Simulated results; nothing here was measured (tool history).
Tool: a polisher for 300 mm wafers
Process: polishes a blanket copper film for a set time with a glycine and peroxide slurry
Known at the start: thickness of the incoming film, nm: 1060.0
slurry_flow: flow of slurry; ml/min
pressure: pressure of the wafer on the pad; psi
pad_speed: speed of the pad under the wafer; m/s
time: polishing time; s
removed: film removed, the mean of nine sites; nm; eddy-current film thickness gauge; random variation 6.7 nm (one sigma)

run    day  slurry_flow  pressure  pad_speed  time  removed
  1      0          250       3.5       0.78    91   452.13
  2  0.175          250       3.5       0.78    95   487.21
  3  0.467          250       3.7       0.78    95   512.25
  4  0.562          250       3.8       0.78    95   505.24
  5  0.788          210       3.8       0.78    95   502.38
  6  1.129          210         3       0.78    95   418.57
  7  1.367          215       3.3       0.78    95   447.43

Forecast run 8:
  8  1.408          225       3.5       0.78    95        ?

removed: 471.88 nm
